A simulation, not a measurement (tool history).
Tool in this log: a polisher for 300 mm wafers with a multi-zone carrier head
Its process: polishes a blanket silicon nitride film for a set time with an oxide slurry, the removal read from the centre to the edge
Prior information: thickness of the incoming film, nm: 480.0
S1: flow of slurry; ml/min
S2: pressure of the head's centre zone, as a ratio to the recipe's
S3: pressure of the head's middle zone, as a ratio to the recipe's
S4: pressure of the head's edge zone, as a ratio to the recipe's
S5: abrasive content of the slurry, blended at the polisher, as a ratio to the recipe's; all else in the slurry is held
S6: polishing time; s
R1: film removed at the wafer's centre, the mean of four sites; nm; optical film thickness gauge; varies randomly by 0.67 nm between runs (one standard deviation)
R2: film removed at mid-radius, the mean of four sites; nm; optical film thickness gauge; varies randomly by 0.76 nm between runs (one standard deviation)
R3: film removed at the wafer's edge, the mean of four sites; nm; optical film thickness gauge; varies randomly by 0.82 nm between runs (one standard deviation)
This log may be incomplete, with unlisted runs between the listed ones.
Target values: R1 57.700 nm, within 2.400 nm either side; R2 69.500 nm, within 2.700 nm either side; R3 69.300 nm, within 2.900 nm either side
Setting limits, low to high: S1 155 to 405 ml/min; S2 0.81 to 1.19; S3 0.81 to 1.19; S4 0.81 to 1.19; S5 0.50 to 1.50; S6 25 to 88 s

| run | hour | S1 | S2 | S3 | S4 | S5 | S6 | R1 | R2 | R3 |
|---|---|---|---|---|---|---|---|---|---|---|
| 1 | 0.0 | 260 | 1.00 | 1.00 | 1.00 | 1.00 | 56 | 48.828 | 47.850 | 49.810 |
| 2 | 4.5 | 260 | 1.00 | 1.00 | 1.00 | 1.00 | 62 | 54.085 | 53.650 | 55.129 |
| 3 | 6.6 | 260 | 1.00 | 0.96 | 1.00 | 1.00 | 62 | 52.071 | 51.694 | 55.348 |
| 4 | 9.9 | 200 | 1.00 | 0.96 | 1.00 | 1.00 | 62 | 52.329 | 49.998 | 54.057 |
|  | 13.3 | edge zone pressure recalibrated |
| 5 | 13.3 | 200 | 1.00 | 0.96 | 1.00 | 1.00 | 73 | 61.218 | 58.704 | 61.414 |
| 6 | 20.6 | 230 | 0.96 | 0.99 | 1.03 | 1.00 | 73 | 60.603 | 61.523 | 63.224 |
| 7 | 24.8 | 255 | 0.92 | 1.01 | 1.06 | 1.05 | 73 | 58.119 | 63.881 | 67.443 |
| 8 | 26.8 | 265 | 0.91 | 1.03 | 1.06 | 1.05 | 73 | 57.402 | 66.034 | 65.660 |

Which one of the following 4 next-run settings gets every result inside its allowed miss? There is exactly one.
| A | 28.8 | 295 | 0.88 | 0.96 | 1.14 | 1.00 | 75 | ? | ? | ? |
| B | 28.8 | 290 | 0.81 | 0.98 | 1.15 | 1.00 | 74 | ? | ? | ? |
| C | 28.8 | 270 | 0.86 | 1.02 | 1.03 | 1.10 | 76 | ? | ? | ? |
| D | 28.8 | 265 | 0.90 | 0.97 | 1.10 | 1.10 | 73 | ? | ? | ? |

| move | R1 | R2 | R3 |
|---|---|---|---|
| A | 56.147 | 61.920 | 69.523 |
| B | 50.876 | 62.090 | 68.806 |
| C | 57.153 | 67.935 | 68.952 |
| D | 57.341 | 62.415 | 68.379 |
A: moves away from the targets compared with the last run
B: moves away from the targets compared with the last run
C: hits every target within its allowed miss
D: moves away from the targets compared with the last run
Answer: C

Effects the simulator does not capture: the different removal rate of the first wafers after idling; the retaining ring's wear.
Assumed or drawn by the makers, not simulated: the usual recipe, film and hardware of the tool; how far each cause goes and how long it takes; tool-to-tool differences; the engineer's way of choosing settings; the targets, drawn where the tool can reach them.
